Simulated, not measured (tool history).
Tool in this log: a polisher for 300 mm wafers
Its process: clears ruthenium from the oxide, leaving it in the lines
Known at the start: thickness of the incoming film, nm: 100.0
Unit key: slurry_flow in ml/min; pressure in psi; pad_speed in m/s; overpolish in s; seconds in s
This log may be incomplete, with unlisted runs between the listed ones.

{"run": 1, "day": 0.0, "slurry_flow": 260, "pressure": 1.4, "pad_speed": 0.96, "overpolish": 8, "seconds": 108.88}
{"run": 2, "day": 0.083, "slurry_flow": 260, "pressure": 1.3, "pad_speed": 0.96, "overpolish": 8, "seconds": 118.55}
{"run": 3, "day": 0.154, "slurry_flow": 260, "pressure": 1.2, "pad_speed": 0.96, "overpolish": 8, "seconds": 125.54}
{"run": 4, "day": 0.217, "slurry_flow": 260, "pressure": 1.2, "pad_speed": 0.96, "overpolish": 8, "seconds": 129.61}
{"run": 5, "day": 0.417, "slurry_flow": 260, "pressure": 1.1, "pad_speed": 0.96, "overpolish": 8, "seconds": 134.86}
{"run": 6, "day": 0.758, "slurry_flow": 260, "pressure": 1.1, "pad_speed": 1.14, "overpolish": 8, "seconds": 118.01}
{"run": 7, "day": 0.808, "slurry_flow": 260, "pressure": 1, "pad_speed": 1.12, "overpolish": 8, "seconds": 129.62}
{"day": 0.925, "done": "head pressure recalibrated"}
{"run": 8, "day": 0.925, "slurry_flow": 255, "pressure": 0.6, "pad_speed": 0.96, "overpolish": 8, "seconds": 259.92}
{"run": 9, "day": 1.017, "slurry_flow": 260, "pressure": 0.7, "pad_speed": 0.96, "overpolish": 8, "seconds": 230.95}
{"run": 10, "day": 1.079, "slurry_flow": 270, "pressure": 0.9, "pad_speed": 0.96, "overpolish": 8, "seconds": 177.6}
{"run": 11, "day": 1.217, "slurry_flow": 265, "pressure": 0.9, "pad_speed": 0.96, "overpolish": 8, "seconds": 178.76}
{"run": 12, "day": 1.458, "slurry_flow": 265, "pressure": 0.7, "pad_speed": 0.96, "overpolish": 8, "seconds": 222.15}

Run 13 comes next. What will it give?
{"run": 13, "day": 1.696, "slurry_flow": 270, "pressure": 0.7, "pad_speed": 0.96, "overpolish": 8, "seconds": "?"}

{"run 13": {"seconds": 224.37}}

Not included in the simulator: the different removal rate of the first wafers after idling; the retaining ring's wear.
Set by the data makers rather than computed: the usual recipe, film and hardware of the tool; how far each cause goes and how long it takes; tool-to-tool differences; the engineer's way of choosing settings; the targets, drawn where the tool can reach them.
